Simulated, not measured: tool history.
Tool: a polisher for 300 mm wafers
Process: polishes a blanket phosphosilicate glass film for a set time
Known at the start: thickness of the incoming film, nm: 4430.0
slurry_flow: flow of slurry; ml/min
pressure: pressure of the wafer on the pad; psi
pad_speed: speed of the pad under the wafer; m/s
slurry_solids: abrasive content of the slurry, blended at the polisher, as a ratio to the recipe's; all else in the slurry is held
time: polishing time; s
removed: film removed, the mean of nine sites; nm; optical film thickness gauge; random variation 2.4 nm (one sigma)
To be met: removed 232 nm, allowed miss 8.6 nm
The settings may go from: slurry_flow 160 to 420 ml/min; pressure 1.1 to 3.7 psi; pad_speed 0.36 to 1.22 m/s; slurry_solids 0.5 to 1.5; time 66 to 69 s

run 1 hour=0 | slurry_flow=270 pressure=2.4 pad_speed=0.78 slurry_solids=1 time=66 | removed=371.98
run 2 hour=3 | slurry_flow=335 pressure=2.4 pad_speed=0.78 slurry_solids=1 time=66 | removed=372.68
run 3 hour=7.5 | slurry_flow=335 pressure=2.1 pad_speed=0.78 slurry_solids=1 time=66 | removed=329.01
run 4 hour=10.3 | slurry_flow=335 pressure=1.9 pad_speed=0.78 slurry_solids=1 time=66 | removed=297.11
run 5 hour=12 | slurry_flow=335 pressure=1.9 pad_speed=0.78 slurry_solids=1.15 time=66 | removed=307.56
run 6 hour=15.4 | slurry_flow=335 pressure=1.7 pad_speed=0.78 slurry_solids=1.15 time=66 | removed=282.53
run 7 hour=16.8 | slurry_flow=335 pressure=1.6 pad_speed=0.78 slurry_solids=1.15 time=66 | removed=264.23
run 8 hour=17.6 | slurry_flow=335 pressure=1.6 pad_speed=0.78 slurry_solids=1.15 time=66 | removed=263.82
run 9 hour=19 | slurry_flow=335 pressure=1.5 pad_speed=0.78 slurry_solids=1.15 time=66 | removed=245.24
run 10 hour=25.8 | slurry_flow=330 pressure=1.5 pad_speed=0.78 slurry_solids=1.15 time=66 | removed=244.88
run 11 hour=27.7 | slurry_flow=325 pressure=1.5 pad_speed=0.78 slurry_solids=1.15 time=66 | removed=252.5

5 next moves are on the table. One of them brings every result within its allowed miss. Which?
run A hour=29.6 | slurry_flow=335 pressure=1.1 pad_speed=0.84 slurry_solids=1.35 time=66 | removed=?
run B hour=29.6 | slurry_flow=305 pressure=1.3 pad_speed=0.78 slurry_solids=1.15 time=66 | removed=?
run C hour=29.6 | slurry_flow=395 pressure=1.2 pad_speed=0.92 slurry_solids=1.1 time=68 | removed=?
run D hour=29.6 | slurry_flow=300 pressure=1.2 pad_speed=0.86 slurry_solids=1.05 time=66 | removed=?
run E hour=29.6 | slurry_flow=325 pressure=1.2 pad_speed=0.82 slurry_solids=1.3 time=66 | removed=?

move=A removed=206.57
move=B removed=216.3
move=C removed=236.18
move=D removed=210.95
move=E removed=217.12
A: takes the result that was furthest off past its target
B: takes the result that was furthest off past its target
C: meets every target
D: takes the result that was furthest off past its target
E: takes the result that was furthest off past its target
Answer: C
